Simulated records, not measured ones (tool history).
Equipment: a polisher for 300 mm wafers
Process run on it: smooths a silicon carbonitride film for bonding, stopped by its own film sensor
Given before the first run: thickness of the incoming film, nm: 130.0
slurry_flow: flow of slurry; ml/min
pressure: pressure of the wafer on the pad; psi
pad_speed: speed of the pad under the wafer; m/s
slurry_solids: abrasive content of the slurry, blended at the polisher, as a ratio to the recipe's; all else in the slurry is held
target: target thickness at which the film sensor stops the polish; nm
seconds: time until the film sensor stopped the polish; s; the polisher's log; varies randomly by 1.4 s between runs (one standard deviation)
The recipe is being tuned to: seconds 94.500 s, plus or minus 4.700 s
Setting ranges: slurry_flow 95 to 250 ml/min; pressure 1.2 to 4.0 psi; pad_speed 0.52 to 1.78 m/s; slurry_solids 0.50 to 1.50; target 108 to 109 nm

run 1 hour=0.0 | slurry_flow=160 pressure=2.6 pad_speed=1.14 slurry_solids=1.00 target=109 | seconds=63.442
run 2 hour=3.8 | slurry_flow=160 pressure=2.6 pad_speed=0.88 slurry_solids=1.00 target=109 | seconds=80.565
run 3 hour=8.2 | slurry_flow=160 pressure=3.2 pad_speed=0.88 slurry_solids=1.00 target=109 | seconds=66.480
run 4 hour=15.3 | slurry_flow=160 pressure=3.2 pad_speed=0.98 slurry_solids=1.00 target=109 | seconds=60.886
run 5 hour=18.2 | slurry_flow=160 pressure=3.2 pad_speed=0.98 slurry_solids=1.00 target=109 | seconds=60.526
run 6 hour=20.6 | slurry_flow=160 pressure=3.0 pad_speed=0.98 slurry_solids=1.00 target=109 | seconds=64.914
run 7 hour=26.8 | slurry_flow=160 pressure=2.9 pad_speed=0.98 slurry_solids=1.00 target=109 | seconds=66.535
run 8 hour=29.4 | slurry_flow=160 pressure=2.9 pad_speed=0.98 slurry_solids=1.00 target=109 | seconds=65.085
run 9 hour=31.1 | slurry_flow=160 pressure=2.8 pad_speed=0.98 slurry_solids=1.00 target=109 | seconds=67.990
run 10 hour=33.3 | slurry_flow=160 pressure=2.7 pad_speed=0.98 slurry_solids=1.00 target=109 | seconds=70.540
run 11 hour=38.6 | slurry_flow=160 pressure=2.6 pad_speed=0.98 slurry_solids=1.00 target=109 | seconds=71.826

Which one of the following 4 next-run settings gets every result inside its allowed miss? There is exactly one.
run A hour=43.9 | slurry_flow=140 pressure=2.3 pad_speed=0.82 slurry_solids=1.00 target=108 | seconds=?
run B hour=43.9 | slurry_flow=165 pressure=2.2 pad_speed=0.86 slurry_solids=0.95 target=108 | seconds=?
run C hour=43.9 | slurry_flow=170 pressure=2.5 pad_speed=0.84 slurry_solids=0.90 target=108 | seconds=?
run D hour=43.9 | slurry_flow=160 pressure=2.1 pad_speed=0.84 slurry_solids=1.00 target=108 | seconds=?

move=A seconds=100.940
move=B seconds=100.830
move=C seconds=92.703
move=D seconds=105.560
A: carries the result that was furthest off beyond its target, to the other side
B: carries the result that was furthest off beyond its target, to the other side
C: every result lands within tolerance
D: carries the result that was furthest off beyond its target, to the other side
C is the move that brings every result within its allowed miss.

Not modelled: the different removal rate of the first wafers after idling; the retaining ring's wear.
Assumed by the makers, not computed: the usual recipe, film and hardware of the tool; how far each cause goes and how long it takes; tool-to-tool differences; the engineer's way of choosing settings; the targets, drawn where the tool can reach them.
